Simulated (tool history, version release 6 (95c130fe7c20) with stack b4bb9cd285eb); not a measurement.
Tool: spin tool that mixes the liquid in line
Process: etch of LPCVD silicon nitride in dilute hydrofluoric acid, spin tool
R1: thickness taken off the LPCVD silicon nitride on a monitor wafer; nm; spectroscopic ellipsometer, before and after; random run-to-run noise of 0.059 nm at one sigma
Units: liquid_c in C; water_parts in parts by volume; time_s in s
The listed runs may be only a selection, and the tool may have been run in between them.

Run 1, hour 0.0: liquid_c 21.0 C, water_parts 45 parts by volume, time_s 270 s. Result: R1 2.5626 nm.
Run 2, hour 5.7: liquid_c 19.5 C, water_parts 45 parts by volume, time_s 270 s. Result: R1 2.3074 nm.
Run 3, hour 8.6: liquid_c 20.5 C, water_parts 45 parts by volume, time_s 270 s. Result: R1 2.4527 nm.
Run 4, hour 17.3: liquid_c 20.5 C, water_parts 55 parts by volume, time_s 270 s. Result: R1 2.0229 nm.
Run 5, hour 20.5: liquid_c 21.5 C, water_parts 55 parts by volume, time_s 270 s. Result: R1 2.1875 nm.
Run 6, hour 26.9: liquid_c 21.5 C, water_parts 50 parts by volume, time_s 270 s. Result: R1 2.4443 nm.
Run 7, hour 31.0: liquid_c 22.0 C, water_parts 50 parts by volume, time_s 270 s. Result: R1 2.4998 nm.
Run 8, hour 31.9: liquid_c 22.5 C, water_parts 50 parts by volume, time_s 270 s. Result: R1 2.5312 nm.
Run 9, hour 39.4: liquid_c 23.5 C, water_parts 50 parts by volume, time_s 270 s. Result: R1 2.7093 nm.

Run 10 comes next. What will it give?
Run 10, hour 45.5: liquid_c 24.0 C, water_parts 50 parts by volume, time_s 270 s. Result: R1 ?.

{"run 10": {"R1": 2.7689}}
